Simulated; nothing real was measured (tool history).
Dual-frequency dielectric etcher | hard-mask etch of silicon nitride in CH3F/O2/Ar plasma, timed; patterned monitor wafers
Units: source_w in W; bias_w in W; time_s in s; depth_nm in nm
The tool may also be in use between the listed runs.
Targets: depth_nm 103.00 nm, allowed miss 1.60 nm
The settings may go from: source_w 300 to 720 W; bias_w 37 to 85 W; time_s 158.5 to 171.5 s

run,hour,source_w,bias_w,time_s,depth_nm
1,0.0,510,61,171.5,119.94
2,7.8,490,61,171.5,117.63
3,10.5,490,61,171.5,117.96
4,11.7,490,70,171.5,125.22
5,19.7,490,63,171.5,119.81
6,27.5,470,63,171.5,117.16
7,32.8,450,63,171.5,115.98
8,35.3,430,63,171.5,112.75
9,41.7,420,63,171.5,112.38
10,45.5,410,63,171.5,111.19
11,52.4,400,63,171.5,109.61
12,58.3,390,63,171.5,108.22
13,65.8,380,63,171.5,107.11
14,66.3,360,63,171.5,104.96

4 next moves are on the table. One of them brings every result within its allowed miss. Which?
A,66.8,380,66,168.5,?
B,66.8,400,67,162.5,?
C,66.8,360,64,167.0,?
D,66.8,390,61,171.5,?

move,depth_nm
A,107.67
B,106.84
C,102.79
D,106.70
A: further off than the last run
B: further off than the last run
C: meets every target
D: further off than the last run
Move C is the one to make.
